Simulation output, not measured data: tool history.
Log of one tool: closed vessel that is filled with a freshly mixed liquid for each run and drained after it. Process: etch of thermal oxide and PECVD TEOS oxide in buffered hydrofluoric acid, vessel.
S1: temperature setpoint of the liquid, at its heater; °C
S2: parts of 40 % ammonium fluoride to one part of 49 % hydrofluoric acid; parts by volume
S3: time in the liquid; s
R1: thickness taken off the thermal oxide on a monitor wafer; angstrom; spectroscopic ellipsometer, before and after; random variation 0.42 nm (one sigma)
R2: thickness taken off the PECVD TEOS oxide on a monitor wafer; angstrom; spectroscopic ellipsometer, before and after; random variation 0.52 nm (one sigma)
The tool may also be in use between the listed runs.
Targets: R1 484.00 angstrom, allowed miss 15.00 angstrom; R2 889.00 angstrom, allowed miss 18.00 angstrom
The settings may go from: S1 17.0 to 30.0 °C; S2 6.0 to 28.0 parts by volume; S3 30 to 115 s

| run | hour | S1 | S2 | S3 | R1 | R2 |
|---|---|---|---|---|---|---|
| 1 | 0.0 | 22.0 | 17.0 | 60 | 379.97 | 698.23 |
| 2 | 6.4 | 22.0 | 19.0 | 60 | 341.11 | 633.35 |
| 3 | 14.4 | 23.5 | 19.0 | 60 | 368.41 | 680.59 |
| 4 | 15.6 | 24.5 | 19.0 | 60 | 396.76 | 717.10 |
| 5 | 17.0 | 25.0 | 19.0 | 60 | 401.09 | 737.67 |
| 6 | 18.7 | 25.5 | 19.0 | 60 | 419.22 | 762.10 |
| 7 | 21.4 | 26.0 | 19.0 | 60 | 423.73 | 782.52 |
| 8 | 28.4 | 26.5 | 19.0 | 60 | 437.35 | 803.27 |
| 9 | 30.9 | 27.0 | 19.0 | 60 | 451.00 | 832.97 |
| 10 | 39.6 | 27.5 | 19.0 | 60 | 464.33 | 848.11 |
| 11 | 46.2 | 27.5 | 19.0 | 60 | 460.99 | 842.22 |
| 12 | 51.8 | 28.0 | 19.0 | 60 | 468.88 | 872.43 |

Which of these 4 next moves meets every target?
| A | 57.4 | 26.5 | 15.5 | 55 | ? | ? |
| B | 57.4 | 27.5 | 19.0 | 65 | ? | ? |
| C | 57.4 | 29.5 | 17.5 | 50 | ? | ? |
| D | 57.4 | 29.0 | 19.0 | 55 | ? | ? |

| move | R1 | R2 |
|---|---|---|
| A | 491.14 | 899.21 |
| B | 501.08 | 917.40 |
| C | 464.16 | 849.81 |
| D | 458.83 | 840.05 |
A: meets every target
B: takes the result that was furthest off past its target
C: further off than the last run
D: further off than the last run
Move A is the one to make.
